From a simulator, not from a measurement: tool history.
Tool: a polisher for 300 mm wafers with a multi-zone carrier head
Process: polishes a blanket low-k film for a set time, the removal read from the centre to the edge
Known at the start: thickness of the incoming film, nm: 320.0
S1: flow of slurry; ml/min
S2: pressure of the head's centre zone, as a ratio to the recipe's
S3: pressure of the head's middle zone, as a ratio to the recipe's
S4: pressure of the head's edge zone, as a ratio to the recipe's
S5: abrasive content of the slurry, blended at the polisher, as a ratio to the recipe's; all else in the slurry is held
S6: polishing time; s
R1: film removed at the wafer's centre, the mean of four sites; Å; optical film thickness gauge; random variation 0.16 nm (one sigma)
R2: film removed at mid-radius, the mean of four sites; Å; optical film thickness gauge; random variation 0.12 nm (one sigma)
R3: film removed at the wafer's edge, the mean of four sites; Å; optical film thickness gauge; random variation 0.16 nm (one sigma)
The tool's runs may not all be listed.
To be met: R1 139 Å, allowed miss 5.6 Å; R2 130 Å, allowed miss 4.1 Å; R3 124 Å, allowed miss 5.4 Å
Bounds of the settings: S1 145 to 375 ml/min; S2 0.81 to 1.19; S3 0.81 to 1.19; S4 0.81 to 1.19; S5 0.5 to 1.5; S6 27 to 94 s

run	hour	S1	S2	S3	S4	S5	S6	R1	R2	R3
1	0	240	1	1	1	1	60	182.07	183.35	174.94
2	4.8	240	1	1	1	1	51	152.89	152.81	152.63
3	7.3	240	1	1	1	1	63	193.24	193.38	188.52
4	9.4	240	1	1	1	1	51	153.31	157.18	151.22
5	17.8	240	1	1	0.94	1	51	152.76	153.85	148.81
6	25.9	240	1.01	1	0.93	0.95	51	151.35	151.25	144.26
7	31	220	1.02	0.92	0.83	0.7	51	127.61	117.41	113.7
8	32.4	220	1.02	0.92	0.83	0.7	51	129.38	117.06	114.72
9	36.4	230	1.02	0.93	0.84	0.7	51	127.78	119.4	114.24
10	39.9	230	1.03	0.94	0.85	0.7	51	128.63	118.96	114.04
11	47.6	230	1.03	0.95	0.86	0.7	51	129.43	122.5	116.54

Which of these 5 next moves meets every target?
A	55.3	300	1.04	1.09	0.86	0.6	51	?	?	?
B	55.3	295	0.89	0.92	0.98	0.75	48	?	?	?
C	55.3	215	1.12	1.01	0.81	0.8	47	?	?	?
D	55.3	230	1.06	1.09	0.81	0.75	43	?	?	?
E	55.3	320	1.03	0.96	0.89	0.7	52	?	?	?

move	R1	R2	R3
A	124.45	127.39	105.82
B	114.7	119.28	121.72
C	141.35	126.41	110.26
D	119.09	119.96	97.73
E	139.38	129.41	121.63
A: brings the result that was furthest off to its target, and leaves another outside
B: further off than the last run
C: brings the result that was furthest off to its target, and leaves another outside
D: further off than the last run
E: meets every target
The right move is E.

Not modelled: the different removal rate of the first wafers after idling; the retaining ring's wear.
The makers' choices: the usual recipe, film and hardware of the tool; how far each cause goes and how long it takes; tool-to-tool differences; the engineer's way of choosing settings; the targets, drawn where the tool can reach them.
